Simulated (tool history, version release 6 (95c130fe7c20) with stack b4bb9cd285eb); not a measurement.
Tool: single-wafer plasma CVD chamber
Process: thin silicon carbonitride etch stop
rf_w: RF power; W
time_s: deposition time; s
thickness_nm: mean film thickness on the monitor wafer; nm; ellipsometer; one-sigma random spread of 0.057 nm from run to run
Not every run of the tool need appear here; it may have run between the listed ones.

Run 1, hour 0.0: rf_w 195 W, time_s 21.9 s. Result: thickness_nm 11.813 nm.
Run 2, hour 4.7: rf_w 195 W, time_s 23.4 s. Result: thickness_nm 12.498 nm.
Run 3, hour 7.3: rf_w 170 W, time_s 23.4 s. Result: thickness_nm 11.892 nm.
Run 4, hour 8.7: rf_w 160 W, time_s 22.4 s. Result: thickness_nm 11.105 nm.
Run 5, hour 12.2: rf_w 160 W, time_s 24.8 s. Result: thickness_nm 12.249 nm.
Run 6, hour 18.1: rf_w 140 W, time_s 24.8 s. Result: thickness_nm 11.512 nm.
Run 7, hour 24.7: rf_w 135 W, time_s 23.7 s. Result: thickness_nm 11.007 nm.
Run 8, hour 26.0: rf_w 135 W, time_s 22.8 s. Result: thickness_nm 10.545 nm.

What does the tool deliver on the next run?
Run 9, hour 30.5: rf_w 135 W, time_s 22.3 s. Result: thickness_nm ?.

{"run 9": {"thickness_nm": 10.265}}
